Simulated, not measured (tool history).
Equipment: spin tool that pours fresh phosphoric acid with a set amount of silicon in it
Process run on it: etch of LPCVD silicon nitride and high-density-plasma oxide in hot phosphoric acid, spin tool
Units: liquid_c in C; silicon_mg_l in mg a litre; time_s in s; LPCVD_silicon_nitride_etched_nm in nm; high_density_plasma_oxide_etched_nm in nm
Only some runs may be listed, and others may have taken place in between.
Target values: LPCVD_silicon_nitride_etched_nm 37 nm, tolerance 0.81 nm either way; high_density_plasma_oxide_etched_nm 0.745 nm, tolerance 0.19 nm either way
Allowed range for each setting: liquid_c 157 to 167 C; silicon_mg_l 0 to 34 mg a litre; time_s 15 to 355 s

run,day,liquid_c,silicon_mg_l,time_s,LPCVD_silicon_nitride_etched_nm,high_density_plasma_oxide_etched_nm
1,0,162,15,180,18.316,0.39868
2,0.346,162.5,16,195,20.086,0.49309
3,0.496,162.5,20.5,195,20.029,0.42918
4,0.654,162.5,28,195,20.142,0.35869
5,0.846,163,28.5,210,22.084,0.41848
6,0.933,163,29,220,23.1,0.43911
7,1.042,163,29.5,230,24.088,0.40533
8,1.333,165.5,24,300,34.229,0.79383
9,1.575,165.5,30,315,35.898,0.5996
10,1.646,165.5,29.5,315,35.959,0.70655

5 candidate next runs follow, results not yet known. Just one meets every target within its allowed miss. Identify it.
A,1.717,166,29,330,?,?
B,1.717,163,32,335,?,?
C,1.717,166.5,27.5,315,?,?
D,1.717,166.5,29,330,?,?
E,1.717,166.5,26.5,325,?,?

move,LPCVD_silicon_nitride_etched_nm,high_density_plasma_oxide_etched_nm
A,38.246,0.71184
B,35.176,0.51417
C,37.108,0.74504
D,38.875,0.73794
E,38.286,0.79664
A: takes the biggest miss from the last run beyond its target
B: moves away from the targets compared with the last run
C: all results in spec
D: takes the biggest miss from the last run beyond its target
E: takes the biggest miss from the last run beyond its target
Answer: C

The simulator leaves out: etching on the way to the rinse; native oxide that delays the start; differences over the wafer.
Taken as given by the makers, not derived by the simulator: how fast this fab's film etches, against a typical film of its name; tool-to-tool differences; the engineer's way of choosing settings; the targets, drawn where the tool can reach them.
